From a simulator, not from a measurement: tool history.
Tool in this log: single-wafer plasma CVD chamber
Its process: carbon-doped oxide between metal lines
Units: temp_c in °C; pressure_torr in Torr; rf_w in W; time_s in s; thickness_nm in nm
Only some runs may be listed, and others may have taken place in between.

run	hour	temp_c	pressure_torr	rf_w	time_s	thickness_nm
1	0	345	4.74	480	17.7	92.582
2	8.8	340	4.74	480	17.7	93.318
3	14	340	4.74	480	18.3	96.918
4	19.9	339	4.85	485	18.3	97.728
5	28	339	4.85	485	18.3	97.903
6	31.5	339	4.85	485	17.7	94.775
7	35.6	338	4.99	490	17.7	95.743
8	42.8	337	5.11	495	17.7	97.049

Predict the results of run 9:
9	44	336	5.21	495	17.7	?

thickness_nm: 97.596 nm
